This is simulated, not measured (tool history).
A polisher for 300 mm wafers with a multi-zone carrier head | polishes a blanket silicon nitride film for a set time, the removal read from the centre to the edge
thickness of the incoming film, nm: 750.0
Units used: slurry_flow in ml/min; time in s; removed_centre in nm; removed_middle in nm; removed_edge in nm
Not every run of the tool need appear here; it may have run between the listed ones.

run  hour  slurry_flow  centre_zone  middle_zone  edge_zone  time  removed_centre  removed_middle  removed_edge
  1     0          170            1            1          1    88          186.93          203.35        207.17
  2   0.5          200            1            1          1    88          193.99          208.27        212.04
  3   8.4          160            1            1          1    88          187.45          203.39        205.19
  4    12          160            1            1       1.07    88          185.76          198.45        210.92
  5  13.2          160         1.05            1       1.07    88          193.82          202.93        214.49
  6  17.6          155         1.08         0.95       1.03    79          180.85          175.25        184.66
  7  19.4          150         1.08         0.91       1.02    74          166.99          156.41        173.27
  8  27.2          145         1.09         0.89       0.99    71          162.58          147.68        163.42
  9  35.1          140         1.09         0.87       0.96    69          152.51          139.95        155.96
 10  43.4          115         1.19         0.81       0.86    66          157.16           124.3        139.39

Estimate the outcome of run 11 from the log above:
 11  46.3          110         1.17         0.81       0.86    66               ?               ?             ?

{"run 11": {"removed_centre": 149.36, "removed_middle": 121.9, "removed_edge": 138.95}}
